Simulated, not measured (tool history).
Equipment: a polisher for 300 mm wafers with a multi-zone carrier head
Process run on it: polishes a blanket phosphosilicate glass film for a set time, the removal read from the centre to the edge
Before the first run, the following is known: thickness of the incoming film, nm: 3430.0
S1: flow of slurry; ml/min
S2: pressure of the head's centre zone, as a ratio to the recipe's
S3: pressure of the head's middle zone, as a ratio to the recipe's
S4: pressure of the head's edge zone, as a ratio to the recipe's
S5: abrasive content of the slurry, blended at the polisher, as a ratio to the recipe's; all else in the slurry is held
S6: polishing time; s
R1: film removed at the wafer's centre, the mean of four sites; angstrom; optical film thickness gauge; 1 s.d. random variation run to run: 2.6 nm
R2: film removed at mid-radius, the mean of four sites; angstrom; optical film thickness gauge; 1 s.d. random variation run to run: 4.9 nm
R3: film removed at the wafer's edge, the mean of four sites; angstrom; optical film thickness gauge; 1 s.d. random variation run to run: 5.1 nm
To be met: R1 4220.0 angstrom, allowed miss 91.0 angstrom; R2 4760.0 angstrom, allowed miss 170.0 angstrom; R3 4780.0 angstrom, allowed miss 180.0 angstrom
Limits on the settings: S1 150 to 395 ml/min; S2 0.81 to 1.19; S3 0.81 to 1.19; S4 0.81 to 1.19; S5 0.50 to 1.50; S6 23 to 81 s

Run 1, hour 0.0: S1 250 ml/min, S2 1.00, S3 1.00, S4 1.00, S5 1.00, S6 52 s. Result: R1 3550.9 angstrom, R2 3551.9 angstrom, R3 3601.2 angstrom.
Run 2, hour 8.9: S1 255 ml/min, S2 0.99, S3 1.03, S4 1.04, S5 1.10, S6 52 s. Result: R1 3680.1 angstrom, R2 3781.7 angstrom, R3 3767.0 angstrom.
Run 3, hour 12.7: S1 255 ml/min, S2 0.97, S3 1.04, S4 1.07, S5 1.20, S6 53 s. Result: R1 3858.9 angstrom, R2 4030.1 angstrom, R3 4055.4 angstrom.
Run 4, hour 18.5: S1 255 ml/min, S2 0.91, S3 1.04, S4 1.07, S5 1.20, S6 53 s. Result: R1 3673.2 angstrom, R2 4001.0 angstrom, R3 4147.5 angstrom.
Run 5, hour 26.7: S1 265 ml/min, S2 0.91, S3 1.06, S4 1.09, S5 1.25, S6 53 s. Result: R1 3686.8 angstrom, R2 4184.3 angstrom, R3 4210.0 angstrom.
Run 6, hour 33.6: S1 270 ml/min, S2 0.92, S3 1.06, S4 1.11, S5 1.30, S6 53 s. Result: R1 3874.7 angstrom, R2 4335.3 angstrom, R3 4417.8 angstrom.
Run 7, hour 38.0: S1 285 ml/min, S2 0.93, S3 1.07, S4 1.13, S5 1.30, S6 53 s. Result: R1 3901.4 angstrom, R2 4303.6 angstrom, R3 4459.1 angstrom.
Run 8, hour 41.9: S1 290 ml/min, S2 0.94, S3 1.09, S4 1.14, S5 1.30, S6 53 s. Result: R1 3954.9 angstrom, R2 4369.2 angstrom, R3 4488.9 angstrom.
Run 9, hour 45.7: S1 300 ml/min, S2 0.95, S3 1.11, S4 1.15, S5 1.30, S6 53 s. Result: R1 3995.4 angstrom, R2 4338.9 angstrom, R3 4450.5 angstrom.
Run 10, hour 49.3: S1 300 ml/min, S2 0.95, S3 1.12, S4 1.15, S5 1.35, S6 53 s. Result: R1 4072.4 angstrom, R2 4463.7 angstrom, R3 4558.9 angstrom.
Run 11, hour 54.1: S1 305 ml/min, S2 0.95, S3 1.13, S4 1.15, S5 1.35, S6 53 s. Result: R1 4132.8 angstrom, R2 4539.4 angstrom, R3 4575.2 angstrom.
Run 12, hour 61.3: S1 310 ml/min, S2 0.95, S3 1.14, S4 1.16, S5 1.35, S6 53 s. Result: R1 4086.3 angstrom, R2 4608.9 angstrom, R3 4651.5 angstrom.
Run 13, hour 63.2: S1 315 ml/min, S2 0.95, S3 1.15, S4 1.16, S5 1.35, S6 53 s. Result: R1 4078.5 angstrom, R2 4501.3 angstrom, R3 4503.4 angstrom.

Exercise: of the 4 proposed moves below, exactly one satisfies all targets within the stated allowed misses. Which move is it?
Run A, hour 65.1: S1 285 ml/min, S2 0.85, S3 1.19, S4 1.05, S5 1.40, S6 58 s. Result: R1 ?, R2 ?, R3 ?.
Run B, hour 65.1: S1 330 ml/min, S2 0.92, S3 1.18, S4 1.03, S5 1.25, S6 61 s. Result: R1 ?, R2 ?, R3 ?.
Run C, hour 65.1: S1 345 ml/min, S2 0.95, S3 1.15, S4 1.18, S5 1.40, S6 53 s. Result: R1 ?, R2 ?, R3 ?.
Run D, hour 65.1: S1 295 ml/min, S2 0.97, S3 1.19, S4 1.10, S5 1.20, S6 54 s. Result: R1 ?, R2 ?, R3 ?.

move      R1      R2      R3
   A  4044.4  5240.6  4776.4
   B  4420.5  5259.2  4759.3
   C  4192.1  4764.7  4678.3
   D  4011.4  4545.4  4241.0
A: lands further from the targets than the last run did
B: takes the result that was furthest off past its target
C: every result lands within tolerance
D: lands further from the targets than the last run did
C meets every target.
